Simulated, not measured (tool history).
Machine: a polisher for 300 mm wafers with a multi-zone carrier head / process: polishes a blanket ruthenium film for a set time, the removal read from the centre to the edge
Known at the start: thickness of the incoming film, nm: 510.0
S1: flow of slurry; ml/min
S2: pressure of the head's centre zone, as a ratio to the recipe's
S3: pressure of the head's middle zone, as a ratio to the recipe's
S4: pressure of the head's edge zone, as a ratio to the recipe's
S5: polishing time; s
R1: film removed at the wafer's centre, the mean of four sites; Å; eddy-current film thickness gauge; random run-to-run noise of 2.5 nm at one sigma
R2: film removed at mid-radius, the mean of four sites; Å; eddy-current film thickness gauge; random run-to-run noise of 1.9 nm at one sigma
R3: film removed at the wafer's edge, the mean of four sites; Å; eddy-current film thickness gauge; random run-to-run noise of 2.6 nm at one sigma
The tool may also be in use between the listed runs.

run  hour   S1    S2    S3    S4  S5      R1      R2      R3
  1   0.0  160  1.00  1.00  1.00  84  1473.9  1467.0  1444.2
  2   4.5  140  1.00  1.00  1.00  84  1433.5  1462.1  1399.7
  3   8.2  140  0.92  1.00  1.00  84  1303.5  1445.2  1412.1
  4  16.9  175  0.92  1.00  1.00  84  1380.7  1511.9  1472.0
  5  17.7  175  0.99  1.00  1.00  84  1477.6  1515.6  1440.1
  6  19.0  175  1.01  0.99  1.02  89  1592.9  1563.2  1558.9
  7  23.2  180  1.03  1.00  1.04  92  1668.2  1633.2  1640.5

Run 8 is up next; what results do you expect?
  8  31.5  185  1.05  1.01  1.05  95   ?   ?   ?

Run 8 came out at R1 1810.9 Å, R2 1700.6 Å, R3 1704.5 Å.

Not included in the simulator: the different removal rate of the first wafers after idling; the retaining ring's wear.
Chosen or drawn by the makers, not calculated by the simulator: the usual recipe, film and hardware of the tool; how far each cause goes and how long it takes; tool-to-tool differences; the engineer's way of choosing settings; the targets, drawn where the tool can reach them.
